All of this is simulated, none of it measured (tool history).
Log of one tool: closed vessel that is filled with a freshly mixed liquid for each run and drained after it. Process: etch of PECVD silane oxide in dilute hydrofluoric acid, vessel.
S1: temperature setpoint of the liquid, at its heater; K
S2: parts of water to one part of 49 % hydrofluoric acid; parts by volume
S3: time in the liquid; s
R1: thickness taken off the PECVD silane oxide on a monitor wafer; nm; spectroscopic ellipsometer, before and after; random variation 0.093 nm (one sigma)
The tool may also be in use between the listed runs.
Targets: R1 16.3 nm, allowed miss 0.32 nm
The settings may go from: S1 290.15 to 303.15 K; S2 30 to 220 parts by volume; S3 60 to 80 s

| run | hour | S1 | S2 | S3 | R1 |
|---|---|---|---|---|---|
| 1 | 0 | 295.15 | 125 | 80 | 12.636 |
| 2 | 8.3 | 295.15 | 125 | 80 | 12.731 |
| 3 | 13.8 | 295.15 | 125 | 60 | 9.5944 |
| 4 | 19.1 | 295.15 | 90 | 60 | 13.811 |
| 5 | 20.8 | 296.65 | 90 | 60 | 14.597 |
| 6 | 22.8 | 297.65 | 90 | 60 | 15.171 |
| 7 | 29.1 | 298.15 | 90 | 60 | 15.416 |
| 8 | 37.3 | 298.65 | 90 | 60 | 15.809 |

Which of these 5 next moves meets every target?
| A | 45.5 | 298.15 | 90 | 60 | ? |
| B | 45.5 | 294.65 | 80 | 60 | ? |
| C | 45.5 | 291.15 | 85 | 75 | ? |
| D | 45.5 | 299.65 | 95 | 60 | ? |
| E | 45.5 | 300.65 | 120 | 80 | ? |

| move | R1 |
|---|---|
| A | 15.455 |
| B | 15.286 |
| C | 15.456 |
| D | 15.428 |
| E | 16.379 |
A: further off than the last run
B: further off than the last run
C: further off than the last run
D: further off than the last run
E: meets every target
Move E is the one to make.
